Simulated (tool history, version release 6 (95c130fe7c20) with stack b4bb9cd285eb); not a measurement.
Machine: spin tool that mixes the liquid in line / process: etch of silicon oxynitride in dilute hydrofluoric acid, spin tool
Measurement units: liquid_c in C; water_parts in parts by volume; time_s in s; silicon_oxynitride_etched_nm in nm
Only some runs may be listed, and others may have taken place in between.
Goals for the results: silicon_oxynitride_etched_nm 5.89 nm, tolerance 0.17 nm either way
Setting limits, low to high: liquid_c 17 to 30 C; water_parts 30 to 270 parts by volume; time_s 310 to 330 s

| run | hour | liquid_c | water_parts | time_s | silicon_oxynitride_etched_nm |
|---|---|---|---|---|---|
| 1 | 0 | 22 | 150 | 310 | 5.1677 |
| 2 | 7.3 | 20.5 | 150 | 310 | 4.7637 |
| 3 | 9.2 | 22 | 150 | 310 | 5.1789 |
| 4 | 15.4 | 18.5 | 150 | 310 | 4.3834 |
| 5 | 19.3 | 18.5 | 150 | 310 | 4.4077 |
| 6 | 28 | 20.5 | 150 | 310 | 4.8061 |
| 7 | 35.8 | 22 | 150 | 310 | 5.2192 |
| 8 | 39.6 | 22.5 | 150 | 310 | 5.3094 |
| 9 | 46 | 23 | 150 | 310 | 5.39 |
| 10 | 53.8 | 23.5 | 150 | 310 | 5.5353 |
| 11 | 62.1 | 24 | 150 | 310 | 5.5759 |

Which of these 5 next moves meets every target?
| A | 70.4 | 24.5 | 150 | 315 | ? |
| B | 70.4 | 23 | 150 | 310 | ? |
| C | 70.4 | 20.5 | 140 | 325 | ? |
| D | 70.4 | 25.5 | 165 | 310 | ? |
| E | 70.4 | 26 | 165 | 310 | ? |

| move | silicon_oxynitride_etched_nm |
|---|---|
| A | 5.9186 |
| B | 5.4365 |
| C | 5.47 |
| D | 5.4732 |
| E | 5.5969 |
A: every result lands within tolerance
B: misses by more than the last run did
C: misses by more than the last run did
D: misses by more than the last run did
E: nearer than the last run, and not there yet
Move A is the one to make.
